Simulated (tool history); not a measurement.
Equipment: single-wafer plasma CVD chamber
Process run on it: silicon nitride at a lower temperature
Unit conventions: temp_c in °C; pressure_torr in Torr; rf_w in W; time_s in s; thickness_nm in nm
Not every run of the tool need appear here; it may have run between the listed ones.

run,day,temp_c,pressure_torr,rf_w,time_s,thickness_nm
1,0,370,1.39,330,32.3,35.367
2,0.354,370,1.39,295,32.3,32.02
3,0.496,365,1.39,295,32.3,32.241
4,0.758,365,1.47,305,32.3,33.924
5,1.038,365,1.55,305,32.3,34.279
6,1.229,365,1.61,310,32.3,35.653
7,1.35,365,1.67,310,32.3,35.66
8,1.688,365,1.71,315,32.3,36.134
9,2.012,365,1.75,320,32.3,37.15
10,2.229,365,1.78,320,32.3,37.464

Expected results for the next run?
11,2.412,365,1.81,320,32.3,?

thickness_nm: 38.02 nm

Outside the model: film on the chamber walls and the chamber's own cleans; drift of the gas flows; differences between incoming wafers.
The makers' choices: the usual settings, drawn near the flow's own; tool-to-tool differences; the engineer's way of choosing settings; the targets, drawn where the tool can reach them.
